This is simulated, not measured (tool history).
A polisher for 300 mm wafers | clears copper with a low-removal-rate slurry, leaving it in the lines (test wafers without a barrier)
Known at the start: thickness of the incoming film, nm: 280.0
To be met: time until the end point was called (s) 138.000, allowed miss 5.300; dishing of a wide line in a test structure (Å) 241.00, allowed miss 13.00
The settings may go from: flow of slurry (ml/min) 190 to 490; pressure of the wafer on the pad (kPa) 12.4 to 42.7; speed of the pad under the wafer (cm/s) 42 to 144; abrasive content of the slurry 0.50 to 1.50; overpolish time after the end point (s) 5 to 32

run	hour	flow of slurry (ml/min)	pressure of the wafer on the pad (kPa)	speed of the pad under the wafer (cm/s)	abrasive content of the slurry	overpolish time after the end point (s)	time until the end point was called (s)	dishing of a wide line in a test structure (Å)
1	0.0	315	27.6	92	1.00	16	84.867	335.11
2	5.3	315	25.5	92	1.00	16	91.681	316.45
3	13.0	315	30.3	92	1.00	16	77.979	366.62
4	20.2	315	27.6	92	1.00	16	84.210	326.60
5	26.1	315	20.7	92	1.00	16	111.230	263.01
6	32.8	315	20.0	92	1.00	16	116.370	258.55
7	37.9	315	19.3	92	1.00	16	118.800	246.19
8	40.1	315	18.6	92	1.00	16	121.250	234.73
9	44.0	315	14.5	90	1.00	19	161.820	220.74
10	46.1	315	15.2	90	1.00	19	154.570	235.69
11	53.2	315	18.6	90	1.00	17	127.750	251.58
12	60.2	315	17.9	90	1.00	17	131.780	232.15

5 next moves are on the table. One of them brings every result within its allowed miss. Which?
A	67.2	270	20.0	84	1.00	14	?	?
B	67.2	250	21.4	80	1.20	16	?	?
C	67.2	265	17.2	88	1.05	18	?	?
D	67.2	315	18.6	88	0.80	20	?	?
E	67.2	380	15.2	110	1.05	16	?	?

move	time until the end point was called (s)	dishing of a wide line in a test structure (Å)
A	127.160	207.82
B	121.080	244.72
C	138.860	238.23
D	134.650	268.79
E	122.050	238.93
A: further off than the last run
B: further off than the last run
C: meets every target
D: brings the result that was furthest off to its target, and leaves another outside
E: further off than the last run
The right move is C.
